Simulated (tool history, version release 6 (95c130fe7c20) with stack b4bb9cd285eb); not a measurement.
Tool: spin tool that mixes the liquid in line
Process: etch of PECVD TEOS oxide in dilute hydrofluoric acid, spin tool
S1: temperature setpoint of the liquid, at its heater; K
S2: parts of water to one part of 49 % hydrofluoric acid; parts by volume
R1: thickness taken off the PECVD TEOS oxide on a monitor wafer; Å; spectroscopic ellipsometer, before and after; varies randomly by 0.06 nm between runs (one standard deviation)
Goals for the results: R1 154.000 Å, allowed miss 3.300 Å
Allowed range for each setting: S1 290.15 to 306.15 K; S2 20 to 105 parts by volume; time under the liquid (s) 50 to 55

Run 1, hour 0.0: S1 298.15 K, S2 55 parts by volume, time under the liquid (s) 50. Result: R1 99.470 Å.
Run 2, hour 3.7: S1 298.15 K, S2 70 parts by volume, time under the liquid (s) 50. Result: R1 76.583 Å.
Run 3, hour 9.1: S1 298.15 K, S2 70 parts by volume, time under the liquid (s) 50. Result: R1 77.478 Å.
Run 4, hour 13.3: S1 300.65 K, S2 65 parts by volume, time under the liquid (s) 50. Result: R1 92.255 Å.
Run 5, hour 19.6: S1 300.65 K, S2 65 parts by volume, time under the liquid (s) 55. Result: R1 101.710 Å.
Run 6, hour 24.5: S1 300.65 K, S2 75 parts by volume, time under the liquid (s) 55. Result: R1 86.538 Å.
Run 7, hour 26.2: S1 302.15 K, S2 70 parts by volume, time under the liquid (s) 55. Result: R1 98.889 Å.
Run 8, hour 28.9: S1 303.15 K, S2 65 parts by volume, time under the liquid (s) 55. Result: R1 111.710 Å.

4 next moves are on the table. One of them brings every result within its allowed miss. Which?
Run A, hour 31.6: S1 304.15 K, S2 50 parts by volume, time under the liquid (s) 50. Result: R1 ?.
Run B, hour 31.6: S1 304.65 K, S2 60 parts by volume, time under the liquid (s) 55. Result: R1 ?.
Run C, hour 31.6: S1 301.65 K, S2 40 parts by volume, time under the liquid (s) 55. Result: R1 ?.
Run D, hour 31.6: S1 298.15 K, S2 40 parts by volume, time under the liquid (s) 55. Result: R1 ?.

move       R1
   A  140.900
   B  129.630
   C  178.240
   D  154.620
A: nearer the targets than the last run, but a result is still out of spec
B: nearer the targets than the last run, but a result is still out of spec
C: takes the result that was furthest off past its target
D: all results land within tolerance of their targets
The right move is D.
